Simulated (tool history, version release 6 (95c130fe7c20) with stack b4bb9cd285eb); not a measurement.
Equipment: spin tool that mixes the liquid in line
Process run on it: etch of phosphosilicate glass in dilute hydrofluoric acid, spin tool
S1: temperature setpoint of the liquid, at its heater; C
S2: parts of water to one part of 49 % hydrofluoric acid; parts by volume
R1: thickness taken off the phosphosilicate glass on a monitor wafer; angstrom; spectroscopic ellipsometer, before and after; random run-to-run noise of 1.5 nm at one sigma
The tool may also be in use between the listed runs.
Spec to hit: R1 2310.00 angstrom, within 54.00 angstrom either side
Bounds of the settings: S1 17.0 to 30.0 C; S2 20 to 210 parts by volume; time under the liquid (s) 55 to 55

{"run": 1, "hour": 0.0, "S1": 22.0, "S2": 115, "time under the liquid (s)": 55, "R1": 937.7}
{"run": 2, "hour": 2.5, "S1": 22.0, "S2": 115, "time under the liquid (s)": 55, "R1": 943.24}
{"run": 3, "hour": 7.0, "S1": 23.5, "S2": 115, "time under the liquid (s)": 55, "R1": 981.66}
{"run": 4, "hour": 15.8, "S1": 20.5, "S2": 115, "time under the liquid (s)": 55, "R1": 876.02}
{"run": 5, "hour": 17.7, "S1": 20.5, "S2": 115, "time under the liquid (s)": 55, "R1": 868.53}
{"run": 6, "hour": 22.8, "S1": 20.5, "S2": 85, "time under the liquid (s)": 55, "R1": 1239.1}
{"run": 7, "hour": 28.1, "S1": 22.0, "S2": 80, "time under the liquid (s)": 55, "R1": 1402.4}
{"run": 8, "hour": 34.7, "S1": 23.0, "S2": 75, "time under the liquid (s)": 55, "R1": 1574.4}
{"run": 9, "hour": 38.9, "S1": 24.0, "S2": 75, "time under the liquid (s)": 55, "R1": 1630.0}
{"run": 10, "hour": 41.9, "S1": 25.0, "S2": 75, "time under the liquid (s)": 55, "R1": 1724.5}

4 candidate next runs follow, results not yet known. Just one meets every target within its allowed miss. Identify it.
{"run": "A", "hour": 44.9, "S1": 24.0, "S2": 55, "time under the liquid (s)": 55, "R1": "?"}
{"run": "B", "hour": 44.9, "S1": 23.0, "S2": 55, "time under the liquid (s)": 55, "R1": "?"}
{"run": "C", "hour": 44.9, "S1": 25.5, "S2": 60, "time under the liquid (s)": 55, "R1": "?"}
{"run": "D", "hour": 44.9, "S1": 25.0, "S2": 60, "time under the liquid (s)": 55, "R1": "?"}

move=A R1=2278.00
move=B R1=2186.20
move=C R1=2204.70
move=D R1=2160.60
A: every result lands within tolerance
B: gains on the last run, yet a result remains outside its allowed miss
C: gains on the last run, yet a result remains outside its allowed miss
D: gains on the last run, yet a result remains outside its allowed miss
Answer: A
